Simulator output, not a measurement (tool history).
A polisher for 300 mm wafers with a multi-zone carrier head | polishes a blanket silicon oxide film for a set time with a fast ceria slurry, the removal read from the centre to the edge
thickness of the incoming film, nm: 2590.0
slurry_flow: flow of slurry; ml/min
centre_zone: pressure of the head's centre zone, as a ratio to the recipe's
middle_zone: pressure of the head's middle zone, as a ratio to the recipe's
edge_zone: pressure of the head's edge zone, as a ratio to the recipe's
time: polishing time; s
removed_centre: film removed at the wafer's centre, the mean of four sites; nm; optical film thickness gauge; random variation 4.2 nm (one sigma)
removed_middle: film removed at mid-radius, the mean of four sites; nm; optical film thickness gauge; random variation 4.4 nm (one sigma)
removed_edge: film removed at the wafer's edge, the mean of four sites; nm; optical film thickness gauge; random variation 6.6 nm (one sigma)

run 1 day=0 | slurry_flow=255 centre_zone=1 middle_zone=1 edge_zone=1 time=78 | removed_centre=780.54 removed_middle=799.24 removed_edge=823.15
run 2 day=0.096 | slurry_flow=250 centre_zone=1.01 middle_zone=0.98 edge_zone=0.98 time=76 | removed_centre=762.13 removed_middle=757.58 removed_edge=782.43
run 3 day=0.292 | slurry_flow=245 centre_zone=1.01 middle_zone=0.96 edge_zone=0.96 time=75 | removed_centre=749.13 removed_middle=745.13 removed_edge=759.81
run 4 day=0.321 | slurry_flow=245 centre_zone=1.01 middle_zone=0.96 edge_zone=0.96 time=64 | removed_centre=646.21 removed_middle=635.34 removed_edge=649.69
run 5 day=0.617 | slurry_flow=245 centre_zone=0.95 middle_zone=0.96 edge_zone=0.96 time=64 | removed_centre=607.1 removed_middle=635.2 removed_edge=640.98
run 6 day=0.675 | slurry_flow=245 centre_zone=0.95 middle_zone=1.02 edge_zone=0.96 time=64 | removed_centre=607.11 removed_middle=673.54 removed_edge=650.84
run 7 day=1.029 | slurry_flow=250 centre_zone=0.96 middle_zone=1 edge_zone=0.96 time=64 | removed_centre=611.28 removed_middle=657.61 removed_edge=653.98
-- day=1.375 edge zone pressure recalibrated
run 8 day=1.375 | slurry_flow=295 centre_zone=1.06 middle_zone=0.9 edge_zone=0.88 time=63 | removed_centre=681.11 removed_middle=595.09 removed_edge=607.94

Forecast run 9:
run 9 day=1.696 | slurry_flow=295 centre_zone=1.06 middle_zone=0.9 edge_zone=0.89 time=63 | removed_centre=? removed_middle=? removed_edge=?

{"run 9": {"removed_centre": 678.81, "removed_middle": 594.72, "removed_edge": 604.1}}
